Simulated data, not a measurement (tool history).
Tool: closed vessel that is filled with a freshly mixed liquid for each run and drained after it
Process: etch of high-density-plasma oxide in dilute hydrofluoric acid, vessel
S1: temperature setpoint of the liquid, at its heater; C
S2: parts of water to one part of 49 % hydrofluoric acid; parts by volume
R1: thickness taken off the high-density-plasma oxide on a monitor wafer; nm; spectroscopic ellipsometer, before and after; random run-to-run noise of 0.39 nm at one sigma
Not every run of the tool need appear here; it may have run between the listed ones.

run 1 hour=0.0 | S1=24.0 S2=60 time_in_the_liquid_(s)=115 | R1=18.943
run 2 hour=3.3 | S1=25.0 S2=55 time_in_the_liquid_(s)=115 | R1=21.797
run 3 hour=4.9 | S1=25.5 S2=50 time_in_the_liquid_(s)=115 | R1=24.808
run 4 hour=7.4 | S1=25.5 S2=35 time_in_the_liquid_(s)=115 | R1=35.902
run 5 hour=14.9 | S1=25.5 S2=35 time_in_the_liquid_(s)=115 | R1=35.603
run 6 hour=16.2 | S1=25.5 S2=35 time_in_the_liquid_(s)=115 | R1=35.896
run 7 hour=21.4 | S1=26.0 S2=35 time_in_the_liquid_(s)=115 | R1=36.834

What will run 8 give?
run 8 hour=26.3 | S1=26.5 S2=35 time_in_the_liquid_(s)=115 | R1=?

R1: 37.682 nm
